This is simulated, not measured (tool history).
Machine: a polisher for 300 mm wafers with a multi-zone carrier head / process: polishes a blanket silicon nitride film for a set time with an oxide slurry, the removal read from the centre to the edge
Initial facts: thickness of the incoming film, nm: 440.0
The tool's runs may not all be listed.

| run | hour | flow of slurry (ml/min) | pressure of the head's centre zone | pressure of the head's middle zone | pressure of the head's edge zone | abrasive content of the slurry | polishing time (s) | film removed at the wafer's centre (nm) | film removed at mid-radius (nm) | film removed at the wafer's edge (nm) |
|---|---|---|---|---|---|---|---|---|---|---|
| 1 | 0.0 | 170 | 1.00 | 1.00 | 1.00 | 1.0 | 32 | 13.143 | 14.708 | 14.550 |
| 2 | 1.7 | 170 | 1.00 | 1.00 | 1.00 | 1.0 | 28 | 11.356 | 12.648 | 13.005 |
| 3 | 9.7 | 170 | 1.00 | 1.00 | 0.95 | 1.0 | 28 | 11.517 | 12.850 | 12.891 |
| 4 | 16.2 | 170 | 1.00 | 1.00 | 0.95 | 0.9 | 28 | 11.231 | 12.412 | 12.066 |
| 5 | 19.3 | 170 | 1.00 | 0.95 | 0.95 | 0.9 | 28 | 10.954 | 11.644 | 11.998 |
|  | 27.0 | centre zone pressure recalibrated |
| 6 | 27.0 | 190 | 1.06 | 0.99 | 0.91 | 1.1 | 29 | 15.080 | 13.679 | 13.521 |

The next listed run, before its measurement:
| 7 | 32.0 | 200 | 1.07 | 1.04 | 0.94 | 1.2 | 29 | ? | ? | ? |

Run 7 measured film removed at the wafer's centre (nm) 15.491, film removed at mid-radius (nm) 14.696, film removed at the wafer's edge (nm) 14.186.
